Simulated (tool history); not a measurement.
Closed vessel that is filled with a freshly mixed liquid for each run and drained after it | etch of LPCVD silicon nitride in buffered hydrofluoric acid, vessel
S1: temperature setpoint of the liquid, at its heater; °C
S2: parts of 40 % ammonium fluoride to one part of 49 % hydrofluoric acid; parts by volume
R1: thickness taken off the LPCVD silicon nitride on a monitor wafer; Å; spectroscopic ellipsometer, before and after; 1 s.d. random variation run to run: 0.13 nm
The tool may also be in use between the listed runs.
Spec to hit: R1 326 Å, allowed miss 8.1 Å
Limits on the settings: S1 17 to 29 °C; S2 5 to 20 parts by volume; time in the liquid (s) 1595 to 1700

{"run": 1, "hour": 0.0, "S1": 21, "S2": 12, "time in the liquid (s)": 1595, "R1": 191.36}
{"run": 2, "hour": 3.4, "S1": 22.5, "S2": 11.5, "time in the liquid (s)": 1595, "R1": 216.42}
{"run": 3, "hour": 7.5, "S1": 22.5, "S2": 11.5, "time in the liquid (s)": 1700, "R1": 230.48}
{"run": 4, "hour": 11.9, "S1": 24, "S2": 11.5, "time in the liquid (s)": 1700, "R1": 249.1}
{"run": 5, "hour": 17.9, "S1": 25, "S2": 11.5, "time in the liquid (s)": 1700, "R1": 263.71}
{"run": 6, "hour": 23.1, "S1": 26, "S2": 11.5, "time in the liquid (s)": 1700, "R1": 277.76}
{"run": 7, "hour": 25.9, "S1": 26.5, "S2": 11.5, "time in the liquid (s)": 1700, "R1": 287}
{"run": 8, "hour": 32.4, "S1": 27, "S2": 11.5, "time in the liquid (s)": 1700, "R1": 293.82}

Which one of the following 5 next-run settings gets every result inside its allowed miss? There is exactly one.
{"run": "A", "hour": 38.9, "S1": 27, "S2": 13.5, "time in the liquid (s)": 1655, "R1": "?"}
{"run": "B", "hour": 38.9, "S1": 27, "S2": 13, "time in the liquid (s)": 1620, "R1": "?"}
{"run": "C", "hour": 38.9, "S1": 28, "S2": 12.5, "time in the liquid (s)": 1630, "R1": "?"}
{"run": "D", "hour": 38.9, "S1": 25, "S2": 11, "time in the liquid (s)": 1665, "R1": "?"}
{"run": "E", "hour": 38.9, "S1": 26.5, "S2": 9.5, "time in the liquid (s)": 1620, "R1": "?"}

move=A R1=243.52
move=B R1=247.34
move=C R1=272.77
move=D R1=268.7
move=E R1=321.21
A: moves away from the targets compared with the last run
B: moves away from the targets compared with the last run
C: moves away from the targets compared with the last run
D: moves away from the targets compared with the last run
E: each result inside its tolerance
So the answer is move E, the one that meets all the targets.
